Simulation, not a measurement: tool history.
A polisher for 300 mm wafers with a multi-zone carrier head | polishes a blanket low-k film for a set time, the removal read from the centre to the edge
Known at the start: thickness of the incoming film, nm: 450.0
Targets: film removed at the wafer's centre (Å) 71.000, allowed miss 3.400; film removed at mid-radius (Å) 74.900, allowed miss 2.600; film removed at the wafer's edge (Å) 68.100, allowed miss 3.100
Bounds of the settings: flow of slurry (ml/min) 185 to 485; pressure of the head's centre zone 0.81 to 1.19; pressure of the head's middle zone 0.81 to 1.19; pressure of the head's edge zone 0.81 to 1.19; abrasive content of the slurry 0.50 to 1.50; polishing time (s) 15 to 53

run,hour,flow of slurry (ml/min),pressure of the head's centre zone,pressure of the head's middle zone,pressure of the head's edge zone,abrasive content of the slurry,polishing time (s),film removed at the wafer's centre (Å),film removed at mid-radius (Å),film removed at the wafer's edge (Å)
1,0.0,310,1.00,1.00,1.00,1.00,34,129.000,133.350,133.770
2,2.3,310,1.00,1.01,0.97,0.85,31,105.470,106.700,109.460
3,3.9,380,1.00,1.01,0.97,0.85,31,108.690,110.400,110.610
4,12.7,380,1.00,1.01,0.97,0.90,31,114.090,115.420,114.540
5,15.0,400,1.00,1.04,0.94,0.80,29,93.004,101.040,98.012
6,20.6,450,1.00,1.04,0.94,0.80,29,97.034,101.710,98.658
# hour 22.2: edge zone pressure recalibrated
7,22.2,455,1.02,1.05,0.91,0.70,28,84.375,89.149,79.226
8,25.1,455,1.00,1.03,0.89,0.65,28,78.489,80.386,72.635
9,31.5,455,0.98,1.03,0.88,0.65,28,76.114,81.446,73.103

Which of these 5 next moves meets every target?
A,37.9,365,0.94,1.07,0.99,0.80,25,?,?,?
B,37.9,355,0.94,0.98,0.83,0.75,24,?,?,?
C,37.9,465,1.05,1.02,0.96,0.80,24,?,?,?
D,37.9,480,1.06,0.91,0.81,0.75,25,?,?,?
E,37.9,385,0.90,0.92,1.05,1.20,19,?,?,?

move,film removed at the wafer's centre (Å),film removed at mid-radius (Å),film removed at the wafer's edge (Å)
A,79.216,88.933,82.397
B,72.089,75.203,69.301
C,85.061,83.069,78.832
D,85.003,74.858,72.439
E,74.671,76.716,83.178
A: further off than the last run
B: meets every target
C: further off than the last run
D: brings the result that was furthest off to its target, and leaves another outside
E: brings the result that was furthest off to its target, and leaves another outside
Answer: B
